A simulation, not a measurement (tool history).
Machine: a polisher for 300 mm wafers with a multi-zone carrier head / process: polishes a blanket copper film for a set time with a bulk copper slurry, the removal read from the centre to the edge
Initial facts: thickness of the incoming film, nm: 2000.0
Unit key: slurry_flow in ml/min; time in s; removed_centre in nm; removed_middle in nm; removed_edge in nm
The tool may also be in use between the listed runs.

run  hour  slurry_flow  centre_zone  middle_zone  edge_zone  slurry_solids  time  removed_centre  removed_middle  removed_edge
  1     0          255            1            1          1              1    42          291.97          288.29        280.29
  2   3.2          255            1            1       1.01           1.05    43          304.77           300.6        299.67
  3  11.6          255            1            1       1.01           0.85    43          279.72          284.42        271.91
  4  15.4          255            1            1       1.01           0.65    43          255.23          249.66        253.22
  5  21.5          195            1            1       1.01           0.65    43          250.81          244.01        245.41
  6  27.1          195            1            1       1.01           0.65    50          285.82          284.05        289.69
  7  31.5          200            1            1       1.03            0.7    50          292.96          293.22        303.76

Predict the results of run 8:
  8  35.1          205         1.01         1.01       1.05           0.75    50               ?               ?             ?

removed_centre: 311.9 nm
removed_middle: 302.63 nm
removed_edge: 307.16 nm
